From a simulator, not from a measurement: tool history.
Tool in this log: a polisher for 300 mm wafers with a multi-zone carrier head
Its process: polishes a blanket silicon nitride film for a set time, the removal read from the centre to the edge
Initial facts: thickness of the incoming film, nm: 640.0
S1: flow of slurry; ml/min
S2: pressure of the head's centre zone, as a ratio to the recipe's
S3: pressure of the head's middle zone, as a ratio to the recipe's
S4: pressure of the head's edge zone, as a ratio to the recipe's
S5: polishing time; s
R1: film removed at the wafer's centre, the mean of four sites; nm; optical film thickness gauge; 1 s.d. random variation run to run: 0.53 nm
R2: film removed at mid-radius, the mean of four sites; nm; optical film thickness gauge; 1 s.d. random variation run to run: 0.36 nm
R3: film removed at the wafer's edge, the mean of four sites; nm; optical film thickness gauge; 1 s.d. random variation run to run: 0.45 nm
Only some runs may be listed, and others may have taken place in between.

run	day	S1	S2	S3	S4	S5	R1	R2	R3
1	0	185	1	1	1	38	47.206	45.824	47.751
2	0.162	140	1	1	1	38	46.7	44.457	45.348
3	0.479	140	1	0.92	1	38	45.487	41.245	45.449
4	0.817	140	1	0.84	1	38	45.364	38.087	45.079
5	1.104	140	1	0.84	0.95	38	45.358	37.92	45.487
6	1.325	140	1	0.84	1.01	38	44.685	38.216	45.762

Forecast run 7:
7	1.554	140	1.04	0.95	0.98	36	?	?	?

Logged for run 7: R1 45.557 nm, R2 40.17 nm, R3 43.251 nm.
